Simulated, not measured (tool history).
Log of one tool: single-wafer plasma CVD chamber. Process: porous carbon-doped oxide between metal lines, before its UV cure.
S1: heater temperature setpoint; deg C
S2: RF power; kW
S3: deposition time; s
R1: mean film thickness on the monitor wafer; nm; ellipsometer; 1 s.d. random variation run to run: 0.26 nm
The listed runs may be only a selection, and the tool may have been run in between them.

run 1 hour=0.0 | S1=305 S2=0.440 S3=17.6 | R1=85.567
run 2 hour=5.0 | S1=305 S2=0.440 S3=17.6 | R1=85.551
run 3 hour=11.3 | S1=305 S2=0.440 S3=17.6 | R1=85.629
run 4 hour=13.5 | S1=310 S2=0.440 S3=17.6 | R1=83.936
run 5 hour=14.1 | S1=310 S2=0.440 S3=17.6 | R1=83.451
run 6 hour=16.1 | S1=310 S2=0.440 S3=18.2 | R1=86.818
run 7 hour=21.5 | S1=315 S2=0.435 S3=18.2 | R1=83.908

The next listed run, before its measurement:
run 8 hour=24.6 | S1=318 S2=0.430 S3=18.2 | R1=?

Run 8 yielded R1 81.495 nm.

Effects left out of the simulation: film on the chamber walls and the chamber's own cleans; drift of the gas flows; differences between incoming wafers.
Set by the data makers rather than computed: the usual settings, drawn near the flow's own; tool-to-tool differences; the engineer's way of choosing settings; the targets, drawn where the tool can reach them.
